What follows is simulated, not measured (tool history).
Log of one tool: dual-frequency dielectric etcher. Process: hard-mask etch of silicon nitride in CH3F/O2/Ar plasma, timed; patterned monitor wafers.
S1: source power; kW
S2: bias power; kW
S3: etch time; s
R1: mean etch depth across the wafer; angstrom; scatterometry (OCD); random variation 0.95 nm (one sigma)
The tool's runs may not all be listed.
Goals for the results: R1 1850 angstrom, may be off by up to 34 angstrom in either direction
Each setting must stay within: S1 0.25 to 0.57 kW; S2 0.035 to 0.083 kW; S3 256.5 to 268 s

| run | hour | S1 | S2 | S3 | R1 |
|---|---|---|---|---|---|
| 1 | 0 | 0.41 | 0.059 | 256.5 | 1681.1 |
| 2 | 5.7 | 0.43 | 0.06 | 256.5 | 1730.9 |
| 3 | 10.8 | 0.44 | 0.06 | 256.5 | 1736.3 |
| 4 | 19 | 0.44 | 0.054 | 256.5 | 1646.1 |
| 5 | 22.8 | 0.47 | 0.055 | 256.5 | 1709.4 |
| 6 | 28.8 | 0.49 | 0.055 | 256.5 | 1724.7 |
| 7 | 36.1 | 0.5 | 0.056 | 256.5 | 1763.2 |
| 8 | 44.2 | 0.51 | 0.056 | 256.5 | 1780.2 |
| 9 | 52.7 | 0.52 | 0.056 | 256.5 | 1798.5 |
| 10 | 57.8 | 0.53 | 0.056 | 256.5 | 1816 |

Which single option among these 5 for the next run brings every result within its allowed miss of target? Just one does.
| A | 62.9 | 0.57 | 0.05 | 259.5 | ? |
| B | 62.9 | 0.45 | 0.058 | 262 | ? |
| C | 62.9 | 0.55 | 0.052 | 257 | ? |
| D | 62.9 | 0.52 | 0.054 | 268 | ? |
| E | 62.9 | 0.54 | 0.051 | 256.5 | ? |

| move | R1 |
|---|---|
| A | 1765.9 |
| B | 1757.7 |
| C | 1760.3 |
| D | 1831.6 |
| E | 1726.6 |
A: its largest miss is bigger than the last run's
B: its largest miss is bigger than the last run's
C: its largest miss is bigger than the last run's
D: each result inside its tolerance
E: its largest miss is bigger than the last run's
So the answer is move D, the one that meets all the targets.

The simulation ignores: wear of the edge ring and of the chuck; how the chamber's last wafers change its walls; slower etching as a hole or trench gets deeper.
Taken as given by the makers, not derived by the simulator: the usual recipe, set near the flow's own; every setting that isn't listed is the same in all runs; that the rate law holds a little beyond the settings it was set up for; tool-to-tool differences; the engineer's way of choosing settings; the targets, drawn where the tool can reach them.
